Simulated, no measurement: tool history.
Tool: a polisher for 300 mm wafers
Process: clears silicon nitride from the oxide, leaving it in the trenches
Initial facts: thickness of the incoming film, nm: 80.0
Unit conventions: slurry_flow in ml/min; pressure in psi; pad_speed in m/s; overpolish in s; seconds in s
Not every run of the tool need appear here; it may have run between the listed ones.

run  hour  slurry_flow  pressure  pad_speed  overpolish  seconds
  1   0.0          125       2.9       0.86          47   121.82
  2   5.5          150       2.9       0.86          47   120.62
  3   6.4          150       2.6       0.86          47   131.92
  4  10.3          150       2.1       0.86          47   163.29
  5  18.8          150       2.1       0.86          50   162.26
     21.8  -- worn pad replaced by a new one
  6  21.8          145       2.1       0.86          50   145.83

Estimate the outcome of run 7 from the log above:
  7  24.3          155       2.0       0.86          50        ?

{"run 7": {"seconds": 154.44}}
